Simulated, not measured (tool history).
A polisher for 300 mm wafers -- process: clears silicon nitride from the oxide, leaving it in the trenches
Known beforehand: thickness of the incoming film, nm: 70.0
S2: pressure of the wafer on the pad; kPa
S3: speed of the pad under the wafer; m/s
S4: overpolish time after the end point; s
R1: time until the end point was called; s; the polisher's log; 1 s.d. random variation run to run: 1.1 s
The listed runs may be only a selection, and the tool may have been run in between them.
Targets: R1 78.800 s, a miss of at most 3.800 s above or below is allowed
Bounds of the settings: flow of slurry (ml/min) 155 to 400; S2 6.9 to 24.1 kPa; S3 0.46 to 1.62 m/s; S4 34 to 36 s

run 1 day=0.000 | flow_of_slurry_(ml/min)=255 S2=15.2 S3=1.04 S4=34 | R1=97.666
run 2 day=0.083 | flow_of_slurry_(ml/min)=255 S2=15.9 S3=1.04 S4=34 | R1=93.863
run 3 day=0.304 | flow_of_slurry_(ml/min)=255 S2=13.1 S3=1.04 S4=34 | R1=111.340
run 4 day=0.500 | flow_of_slurry_(ml/min)=255 S2=13.8 S3=1.04 S4=34 | R1=109.040
run 5 day=0.775 | flow_of_slurry_(ml/min)=255 S2=13.8 S3=1.04 S4=34 | R1=107.770
run 6 day=0.933 | flow_of_slurry_(ml/min)=255 S2=13.8 S3=0.90 S4=34 | R1=122.080
run 7 day=1.058 | flow_of_slurry_(ml/min)=255 S2=14.5 S3=0.90 S4=34 | R1=119.700
run 8 day=1.392 | flow_of_slurry_(ml/min)=255 S2=15.2 S3=0.90 S4=34 | R1=115.540
run 9 day=1.675 | flow_of_slurry_(ml/min)=255 S2=15.9 S3=0.90 S4=34 | R1=106.530
run 10 day=1.933 | flow_of_slurry_(ml/min)=255 S2=16.5 S3=0.90 S4=34 | R1=102.680
run 11 day=2.033 | flow_of_slurry_(ml/min)=255 S2=17.2 S3=0.90 S4=34 | R1=97.612
run 12 day=2.300 | flow_of_slurry_(ml/min)=255 S2=17.9 S3=0.90 S4=34 | R1=95.221
run 13 day=2.671 | flow_of_slurry_(ml/min)=255 S2=18.6 S3=0.90 S4=34 | R1=90.636
run 14 day=2.862 | flow_of_slurry_(ml/min)=255 S2=20.0 S3=0.90 S4=34 | R1=84.189

Exercise: of the 4 proposed moves below, exactly one satisfies all targets within the stated allowed misses. Which move is it?
run A day=3.054 | flow_of_slurry_(ml/min)=250 S2=24.1 S3=0.82 S4=34 | R1=?
run B day=3.054 | flow_of_slurry_(ml/min)=315 S2=17.2 S3=1.00 S4=36 | R1=?
run C day=3.054 | flow_of_slurry_(ml/min)=250 S2=17.2 S3=1.00 S4=35 | R1=?
run D day=3.054 | flow_of_slurry_(ml/min)=245 S2=21.4 S3=1.04 S4=36 | R1=?

move=A R1=76.096
move=B R1=86.616
move=C R1=88.594
move=D R1=69.473
A: all results in spec
B: lands further from the targets than the last run did
C: lands further from the targets than the last run did
D: carries the result that was furthest off beyond its target, to the other side
So the answer is move A, the one that meets all the targets.
